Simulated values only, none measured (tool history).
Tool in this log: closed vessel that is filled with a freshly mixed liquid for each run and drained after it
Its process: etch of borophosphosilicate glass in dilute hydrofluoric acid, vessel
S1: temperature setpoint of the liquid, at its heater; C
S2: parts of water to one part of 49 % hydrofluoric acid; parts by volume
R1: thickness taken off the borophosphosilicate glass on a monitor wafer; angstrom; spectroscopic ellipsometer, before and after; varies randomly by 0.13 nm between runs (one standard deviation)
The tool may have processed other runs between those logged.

run 1 hour=0.0 | S1=23.0 S2=85 time_in_the_liquid_(s)=30 | R1=89.568
run 2 hour=3.2 | S1=24.5 S2=75 time_in_the_liquid_(s)=30 | R1=107.590
run 3 hour=4.4 | S1=21.0 S2=75 time_in_the_liquid_(s)=30 | R1=94.572
run 4 hour=10.1 | S1=21.0 S2=75 time_in_the_liquid_(s)=30 | R1=93.351
run 5 hour=11.9 | S1=23.0 S2=70 time_in_the_liquid_(s)=30 | R1=111.920
run 6 hour=14.6 | S1=23.0 S2=70 time_in_the_liquid_(s)=30 | R1=111.050
run 7 hour=17.3 | S1=24.5 S2=65 time_in_the_liquid_(s)=30 | R1=127.130

Run 8 has not been measured yet. What should we expect?
run 8 hour=19.7 | S1=26.0 S2=65 time_in_the_liquid_(s)=30 | R1=?

{"run 8": {"R1": 135.1}}
